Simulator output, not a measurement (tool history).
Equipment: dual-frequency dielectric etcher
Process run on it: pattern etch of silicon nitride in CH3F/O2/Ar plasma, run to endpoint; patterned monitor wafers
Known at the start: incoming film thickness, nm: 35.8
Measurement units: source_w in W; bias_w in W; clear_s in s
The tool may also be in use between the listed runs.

run,day,source_w,bias_w,clear_s
1,0.000,280,54,72.221
2,0.354,280,47,77.525
3,0.550,280,55,71.044
4,0.850,290,56,69.109
5,1.075,300,56,68.266
6,1.304,310,56,66.980
7,1.438,320,56,65.749
8,1.733,330,56,66.468

Expected results for the next run?
9,1.900,340,57,?

clear_s: 64.251 s
